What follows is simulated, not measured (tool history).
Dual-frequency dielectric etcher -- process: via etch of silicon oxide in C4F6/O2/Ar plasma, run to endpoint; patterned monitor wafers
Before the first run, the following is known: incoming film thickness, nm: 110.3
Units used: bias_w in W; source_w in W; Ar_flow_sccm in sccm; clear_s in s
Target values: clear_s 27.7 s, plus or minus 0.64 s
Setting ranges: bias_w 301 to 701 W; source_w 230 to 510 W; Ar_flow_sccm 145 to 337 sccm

run,hour,bias_w,source_w,Ar_flow_sccm,clear_s
1,0,501,370,241,23.6
2,4.8,453,360,243,25.117
3,7.3,400,360,243,26.227
4,10.5,385,360,243,26.274
5,15.5,369,360,243,26.729
6,22.4,457,360,243,24.834
7,24.1,425,350,244,26.034
8,33.1,407,350,244,26.23
9,39.3,336,330,247,29.138
10,42,350,330,247,28.768
11,46.5,396,340,246,26.809

Pick the move, out of 5, that brings all results within their allowed miss; only one does.
A,51,385,370,231,?
B,51,301,400,287,?
C,51,415,360,255,?
D,51,411,370,247,?
E,51,398,280,193,?

move,clear_s
A,25.814
B,27.761
C,25.89
D,25.495
E,28.88
A: its largest miss is bigger than the last run's
B: meets every target
C: its largest miss is bigger than the last run's
D: its largest miss is bigger than the last run's
E: carries the result that was furthest off beyond its target, to the other side
Go with B: it meets all targets.
